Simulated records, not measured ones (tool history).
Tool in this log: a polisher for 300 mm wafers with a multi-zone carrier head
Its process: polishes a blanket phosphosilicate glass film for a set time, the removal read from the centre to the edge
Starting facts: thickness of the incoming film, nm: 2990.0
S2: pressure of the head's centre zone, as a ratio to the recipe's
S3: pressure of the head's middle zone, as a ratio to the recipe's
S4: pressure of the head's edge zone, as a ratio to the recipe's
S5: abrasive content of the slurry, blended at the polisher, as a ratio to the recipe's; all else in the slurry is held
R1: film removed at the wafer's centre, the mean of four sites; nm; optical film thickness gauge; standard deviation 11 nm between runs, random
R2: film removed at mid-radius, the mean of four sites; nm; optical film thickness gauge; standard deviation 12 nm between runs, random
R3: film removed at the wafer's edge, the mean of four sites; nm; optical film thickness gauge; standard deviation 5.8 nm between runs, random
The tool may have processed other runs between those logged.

Run 1, hour 0: flow of slurry (ml/min) 190, S2 1, S3 1, S4 1, S5 1, polishing time (s) 85. Result: R1 869.33 nm, R2 883.88 nm, R3 858.12 nm.
Run 2, hour 6.5: flow of slurry (ml/min) 160, S2 1, S3 1, S4 1, S5 1, polishing time (s) 85. Result: R1 826.7 nm, R2 835.24 nm, R3 849.82 nm.
Run 3, hour 12.9: flow of slurry (ml/min) 160, S2 1, S3 1.01, S4 0.97, S5 1, polishing time (s) 85. Result: R1 831.28 nm, R2 860.37 nm, R3 842.85 nm.
Run 4, hour 17.3: flow of slurry (ml/min) 160, S2 0.95, S3 1.01, S4 0.97, S5 1, polishing time (s) 85. Result: R1 769.76 nm, R2 880.41 nm, R3 833.75 nm.
Run 5, hour 19: flow of slurry (ml/min) 160, S2 0.95, S3 1.01, S4 0.97, S5 1.15, polishing time (s) 85. Result: R1 855.91 nm, R2 922.83 nm, R3 902 nm.
Run 6, hour 27.5: flow of slurry (ml/min) 160, S2 0.95, S3 1.01, S4 0.89, S5 1.15, polishing time (s) 85. Result: R1 851.89 nm, R2 938.05 nm, R3 861.39 nm.
Run 7, hour 30.7: flow of slurry (ml/min) 160, S2 0.95, S3 1, S4 0.88, S5 1.1, polishing time (s) 85. Result: R1 829.56 nm, R2 898.14 nm, R3 842.3 nm.
Run 8, hour 39.1: flow of slurry (ml/min) 160, S2 0.95, S3 1, S4 0.87, S5 1.1, polishing time (s) 85. Result: R1 818.79 nm, R2 907.09 nm, R3 851.89 nm.
Run 9, hour 42.7: flow of slurry (ml/min) 160, S2 0.96, S3 1, S4 0.86, S5 1.05, polishing time (s) 85. Result: R1 821.97 nm, R2 893.4 nm, R3 800.16 nm.
Run 10, hour 45: flow of slurry (ml/min) 155, S2 0.96, S3 0.99, S4 0.85, S5 1.05, polishing time (s) 85. Result: R1 820.48 nm, R2 871.01 nm, R3 802.39 nm.
At hour 51.3: worn pad replaced by a new one.
Run 11, hour 51.3: flow of slurry (ml/min) 145, S2 0.95, S3 0.99, S4 0.81, S5 1, polishing time (s) 85. Result: R1 831.77 nm, R2 924.35 nm, R3 854.54 nm.
Run 12, hour 57: flow of slurry (ml/min) 175, S2 0.97, S3 1.02, S4 0.91, S5 0.9, polishing time (s) 85. Result: R1 837.98 nm, R2 913.89 nm, R3 847.5 nm.
Run 13, hour 64.4: flow of slurry (ml/min) 175, S2 0.97, S3 1.02, S4 0.91, S5 0.9, polishing time (s) 85. Result: R1 846.16 nm, R2 948.8 nm, R3 843.3 nm.

Estimate the outcome of run 14 from the log above:
Run 14, hour 64.9: flow of slurry (ml/min) 170, S2 0.98, S3 1.01, S4 0.9, S5 0.85, polishing time (s) 85. Result: R1 ?, R2 ?, R3 ?.

Logged for run 14: R1 796.12 nm, R2 870.62 nm, R3 810.44 nm.

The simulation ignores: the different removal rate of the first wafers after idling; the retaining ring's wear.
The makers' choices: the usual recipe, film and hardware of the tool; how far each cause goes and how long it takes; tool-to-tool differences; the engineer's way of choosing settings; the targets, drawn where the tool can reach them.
